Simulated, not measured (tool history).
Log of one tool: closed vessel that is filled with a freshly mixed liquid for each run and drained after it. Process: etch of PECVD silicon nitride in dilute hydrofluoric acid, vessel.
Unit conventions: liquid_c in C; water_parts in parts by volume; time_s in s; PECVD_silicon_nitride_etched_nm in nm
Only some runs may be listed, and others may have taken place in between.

| run | hour | liquid_c | water_parts | time_s | PECVD_silicon_nitride_etched_nm |
|---|---|---|---|---|---|
| 1 | 0 | 21 | 170 | 415 | 6.8424 |
| 2 | 3.4 | 21 | 195 | 415 | 5.9867 |
| 3 | 5.6 | 22 | 190 | 415 | 6.5252 |
| 4 | 11.7 | 22 | 190 | 415 | 6.5458 |
| 5 | 18.7 | 19 | 190 | 415 | 5.3896 |
| 6 | 27.3 | 20.5 | 185 | 415 | 5.9842 |
| 7 | 31.9 | 22 | 180 | 415 | 6.9973 |

What will run 8 give?
| 8 | 35.9 | 23 | 175 | 415 | ? |

{"run 8": {"PECVD_silicon_nitride_etched_nm": 7.6111}}
